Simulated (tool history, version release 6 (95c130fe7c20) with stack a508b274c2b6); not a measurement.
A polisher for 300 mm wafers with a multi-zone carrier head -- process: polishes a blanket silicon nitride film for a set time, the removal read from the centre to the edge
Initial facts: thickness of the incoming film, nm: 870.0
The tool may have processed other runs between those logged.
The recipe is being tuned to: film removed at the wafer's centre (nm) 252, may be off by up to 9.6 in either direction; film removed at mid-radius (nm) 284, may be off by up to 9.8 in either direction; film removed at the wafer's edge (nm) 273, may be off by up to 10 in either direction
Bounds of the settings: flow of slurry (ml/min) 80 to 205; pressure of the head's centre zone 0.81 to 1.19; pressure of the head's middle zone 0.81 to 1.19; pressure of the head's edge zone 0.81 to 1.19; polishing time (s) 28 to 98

| run | day | flow of slurry (ml/min) | pressure of the head's centre zone | pressure of the head's middle zone | pressure of the head's edge zone | polishing time (s) | film removed at the wafer's centre (nm) | film removed at mid-radius (nm) | film removed at the wafer's edge (nm) |
|---|---|---|---|---|---|---|---|---|---|
| 1 | 0 | 135 | 1 | 1 | 1 | 63 | 138.91 | 144.2 | 152.46 |
| 2 | 0.312 | 145 | 1.01 | 1.03 | 1.02 | 69 | 157.14 | 165.38 | 172.44 |
| 3 | 0.533 | 145 | 1.01 | 1.03 | 1.06 | 69 | 160.01 | 162.81 | 173.35 |
| 4 | 0.767 | 150 | 1.01 | 1.05 | 1.06 | 74 | 169.89 | 182.25 | 190.72 |
| 5 | 0.854 | 150 | 1.05 | 1.05 | 1.06 | 74 | 179.47 | 183.04 | 184.51 |
| 6 | 1.225 | 150 | 1.05 | 1 | 1.06 | 74 | 178.04 | 176.7 | 187.8 |
| 7 | 1.433 | 155 | 1.05 | 1.02 | 1.06 | 78 | 191.24 | 190.37 | 202.34 |
| 8 | 1.554 | 155 | 1.05 | 1.02 | 1.06 | 78 | 191.68 | 188.61 | 197.2 |
| 9 | 1.683 | 160 | 1.04 | 1.05 | 1.07 | 82 | 201.19 | 208.51 | 209.78 |
| 10 | 1.825 | 175 | 1.04 | 1.12 | 1.16 | 98 | 245.09 | 270.11 | 265.32 |
| 11 | 1.983 | 180 | 1.04 | 1.13 | 1.17 | 98 | 249.73 | 273.51 | 272.24 |
|  | 2.338 | slurry nozzle cleaned |
| 12 | 2.338 | 180 | 1.04 | 1.14 | 1.17 | 98 | 276.12 | 298.63 | 291.2 |

Below are 4 possible settings for the next run. Only one of them brings all results inside the allowed miss of their targets. Which is it?
| A | 2.692 | 180 | 0.85 | 1.03 | 1.19 | 98 | ? | ? | ? |
| B | 2.692 | 175 | 1.02 | 1.17 | 1.19 | 93 | ? | ? | ? |
| C | 2.692 | 205 | 1.04 | 1.02 | 1.19 | 98 | ? | ? | ? |
| D | 2.692 | 170 | 0.93 | 1.19 | 1.11 | 96 | ? | ? | ? |

| move | film removed at the wafer's centre (nm) | film removed at mid-radius (nm) | film removed at the wafer's edge (nm) |
|---|---|---|---|
| A | 230.24 | 274.11 | 292.85 |
| B | 261.47 | 288.5 | 276.44 |
| C | 288.48 | 277.04 | 297.22 |
| D | 244.58 | 300.89 | 274.6 |
A: the result that was furthest off in the last run now lies on the other side of its target
B: hits every target within its allowed miss
C: the biggest miss grows against the last run
D: brings the last run's worst result on target, with another outside its allowed miss
The right move is B.
